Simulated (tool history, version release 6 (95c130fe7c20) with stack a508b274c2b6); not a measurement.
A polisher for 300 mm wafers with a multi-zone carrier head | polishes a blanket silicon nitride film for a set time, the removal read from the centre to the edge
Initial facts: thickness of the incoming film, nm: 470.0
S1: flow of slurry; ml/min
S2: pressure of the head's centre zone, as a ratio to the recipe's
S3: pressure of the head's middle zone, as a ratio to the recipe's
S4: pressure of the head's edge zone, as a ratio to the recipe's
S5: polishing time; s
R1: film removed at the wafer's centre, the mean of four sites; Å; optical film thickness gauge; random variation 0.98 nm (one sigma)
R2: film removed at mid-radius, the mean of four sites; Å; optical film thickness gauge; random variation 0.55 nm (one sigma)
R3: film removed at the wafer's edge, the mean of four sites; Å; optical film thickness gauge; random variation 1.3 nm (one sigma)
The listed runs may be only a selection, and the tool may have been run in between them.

run 1 hour=0 | S1=305 S2=1 S3=1 S4=1 S5=63 | R1=1427.7 R2=1480 R3=1422.2
run 2 hour=6.9 | S1=265 S2=1 S3=1 S4=1 S5=63 | R1=1417.7 R2=1435.5 R3=1372.7
run 3 hour=15 | S1=265 S2=0.93 S3=1 S4=1 S5=63 | R1=1327.8 R2=1443.5 R3=1409.5
run 4 hour=21.5 | S1=265 S2=0.91 S3=0.97 S4=1.01 S5=58 | R1=1177.1 R2=1289.5 R3=1312.9
run 5 hour=24.5 | S1=260 S2=0.9 S3=0.94 S4=1.01 S5=55 | R1=1113 R2=1212.9 R3=1213
run 6 hour=29.2 | S1=250 S2=0.89 S3=0.92 S4=1.04 S5=52 | R1=1027.7 R2=1102 R3=1164.2
run 7 hour=35.1 | S1=245 S2=0.88 S3=0.9 S4=1.05 S5=50 | R1=978.43 R2=1042.9 R3=1118.6
run 8 hour=40.4 | S1=240 S2=0.87 S3=0.89 S4=1.06 S5=49 | R1=942.53 R2=1000.5 R3=1141.7
run 9 hour=41.8 | S1=240 S2=0.87 S3=0.89 S4=1.06 S5=49 | R1=951.78 R2=991.84 R3=1099
run 10 hour=44.9 | S1=215 S2=0.81 S3=0.82 S4=1.08 S5=39 | R1=690.43 R2=733.49 R3=885.45
run 11 hour=51.9 | S1=235 S2=0.81 S3=0.83 S4=1.09 S5=39 | R1=695.39 R2=761.71 R3=877.12
run 12 hour=60.2 | S1=230 S2=0.82 S3=0.84 S4=1.1 S5=39 | R1=699.85 R2=767.13 R3=882.92

Estimate the outcome of run 13 from the log above:
run 13 hour=63.9 | S1=225 S2=0.83 S3=0.84 S4=1.11 S5=40 | R1=? R2=? R3=?

{"run 13": {"R1": 711.24, "R2": 779.59, "R3": 914.68}}
